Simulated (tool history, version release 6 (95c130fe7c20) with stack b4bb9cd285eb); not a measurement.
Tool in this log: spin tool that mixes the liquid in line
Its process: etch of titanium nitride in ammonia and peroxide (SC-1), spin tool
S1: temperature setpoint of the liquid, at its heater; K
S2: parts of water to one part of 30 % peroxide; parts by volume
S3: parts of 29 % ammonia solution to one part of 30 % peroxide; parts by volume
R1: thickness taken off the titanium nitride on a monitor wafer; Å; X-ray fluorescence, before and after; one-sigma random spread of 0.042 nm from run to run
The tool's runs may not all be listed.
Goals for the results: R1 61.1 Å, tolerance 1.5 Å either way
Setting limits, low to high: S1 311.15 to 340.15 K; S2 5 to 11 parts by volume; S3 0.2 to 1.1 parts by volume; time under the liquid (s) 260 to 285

run 1 hour=0 | S1=324.15 S2=6 S3=0.6 time_under_the_liquid_(s)=260 | R1=146.18
run 2 hour=7.3 | S1=324.15 S2=6 S3=0.6 time_under_the_liquid_(s)=285 | R1=160.6
run 3 hour=14.7 | S1=324.15 S2=6 S3=0.75 time_under_the_liquid_(s)=285 | R1=166.24
run 4 hour=21.6 | S1=322.15 S2=6 S3=0.75 time_under_the_liquid_(s)=285 | R1=144.26
run 5 hour=27.5 | S1=318.15 S2=6 S3=0.75 time_under_the_liquid_(s)=285 | R1=108.38
run 6 hour=28.8 | S1=315.15 S2=6 S3=0.75 time_under_the_liquid_(s)=285 | R1=86.664
run 7 hour=30.8 | S1=314.65 S2=6 S3=0.75 time_under_the_liquid_(s)=285 | R1=83.64
run 8 hour=39.5 | S1=314.15 S2=6 S3=0.75 time_under_the_liquid_(s)=285 | R1=79.837
run 9 hour=40.7 | S1=313.65 S2=6 S3=0.75 time_under_the_liquid_(s)=285 | R1=77.887

Of the 5 settings listed for the next run, only one would bring every result within its allowed miss of target. Which one?
run A hour=41.9 | S1=318.65 S2=5.5 S3=0.75 time_under_the_liquid_(s)=285 | R1=?
run B hour=41.9 | S1=312.65 S2=5.5 S3=0.55 time_under_the_liquid_(s)=260 | R1=?
run C hour=41.9 | S1=311.65 S2=5.5 S3=0.8 time_under_the_liquid_(s)=265 | R1=?
run D hour=41.9 | S1=311.65 S2=6 S3=0.8 time_under_the_liquid_(s)=260 | R1=?
run E hour=41.9 | S1=317.15 S2=8 S3=0.65 time_under_the_liquid_(s)=285 | R1=?

move=A R1=117.87
move=B R1=66.04
move=C R1=65.888
move=D R1=62.126
move=E R1=86.522
A: misses by more than the last run did
B: closes in on the targets versus the last run, not all within tolerance yet
C: closes in on the targets versus the last run, not all within tolerance yet
D: all results in spec
E: misses by more than the last run did
Answer: D

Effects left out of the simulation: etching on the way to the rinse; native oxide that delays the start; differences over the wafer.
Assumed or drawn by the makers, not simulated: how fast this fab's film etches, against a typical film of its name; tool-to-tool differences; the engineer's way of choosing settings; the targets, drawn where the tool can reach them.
